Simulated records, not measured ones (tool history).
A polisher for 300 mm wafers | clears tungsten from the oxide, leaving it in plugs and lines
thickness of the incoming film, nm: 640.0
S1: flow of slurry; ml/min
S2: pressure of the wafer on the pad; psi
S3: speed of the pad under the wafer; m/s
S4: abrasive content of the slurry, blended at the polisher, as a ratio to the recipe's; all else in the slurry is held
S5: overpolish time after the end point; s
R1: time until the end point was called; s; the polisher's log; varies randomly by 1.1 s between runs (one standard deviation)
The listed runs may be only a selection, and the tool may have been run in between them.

{"run": 1, "hour": 0.0, "S1": 180, "S2": 4.4, "S3": 1.16, "S4": 1.0, "S5": 45, "R1": 128.29}
{"run": 2, "hour": 1.8, "S1": 180, "S2": 4.4, "S3": 1.42, "S4": 1.0, "S5": 45, "R1": 104.53}
{"run": 3, "hour": 8.6, "S1": 180, "S2": 3.5, "S3": 1.42, "S4": 1.0, "S5": 45, "R1": 126.23}
{"run": 4, "hour": 15.0, "S1": 180, "S2": 4.2, "S3": 1.44, "S4": 1.0, "S5": 45, "R1": 108.79}
{"hour": 19.7, "done": "worn pad replaced by a new one"}
{"run": 5, "hour": 19.7, "S1": 180, "S2": 4.7, "S3": 1.46, "S4": 1.0, "S5": 45, "R1": 91.397}
{"run": 6, "hour": 20.7, "S1": 180, "S2": 4.7, "S3": 1.46, "S4": 0.8, "S5": 45, "R1": 97.921}

The next listed run, before its measurement:
{"run": 7, "hour": 25.6, "S1": 180, "S2": 5.1, "S3": 1.46, "S4": 0.8, "S5": 45, "R1": "?"}

R1: 93.153 s

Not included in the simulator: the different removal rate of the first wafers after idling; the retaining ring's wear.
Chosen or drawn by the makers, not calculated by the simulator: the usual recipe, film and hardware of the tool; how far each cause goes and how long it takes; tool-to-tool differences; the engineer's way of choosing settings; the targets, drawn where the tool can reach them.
